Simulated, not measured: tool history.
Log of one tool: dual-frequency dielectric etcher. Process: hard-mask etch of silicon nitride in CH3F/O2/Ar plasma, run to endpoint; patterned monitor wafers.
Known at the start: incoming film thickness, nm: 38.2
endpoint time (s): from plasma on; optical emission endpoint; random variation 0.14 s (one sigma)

run,hour,source power (W),bias power (W),endpoint time (s)
1,0,420,95,43.013
2,1.3,460,95,41.157
3,2.9,470,96,40.653
4,5.9,480,97,39.597
5,9.2,480,114,38.174
6,15.4,480,99,39.865

Run 7 comes next. What will it give?
7,21.4,490,100,?

endpoint time (s): 39.35
